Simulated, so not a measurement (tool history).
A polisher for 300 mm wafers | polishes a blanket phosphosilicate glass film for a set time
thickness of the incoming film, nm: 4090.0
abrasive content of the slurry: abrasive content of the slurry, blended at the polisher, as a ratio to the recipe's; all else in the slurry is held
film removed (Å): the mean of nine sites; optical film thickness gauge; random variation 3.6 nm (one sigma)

run	hour	flow of slurry (ml/min)	pressure of the wafer on the pad (kPa)	speed of the pad under the wafer (m/s)	abrasive content of the slurry	polishing time (s)	film removed (Å)
1	0	160	22.1	0.86	1	81	5942.2
2	4.9	155	18.6	0.86	1	81	4970.9
3	12.2	155	15.2	0.86	1	81	4150.1
4	20.7	155	15.2	0.86	1	85	4349.1
5	28.2	150	13.8	0.86	1	85	3872.3
6	34.2	140	13.8	0.86	1	85	3798.9

Forecast run 7:
7	38	135	13.8	0.86	1	85	?

{"run 7": {"film removed (Å)": 3830.9}}
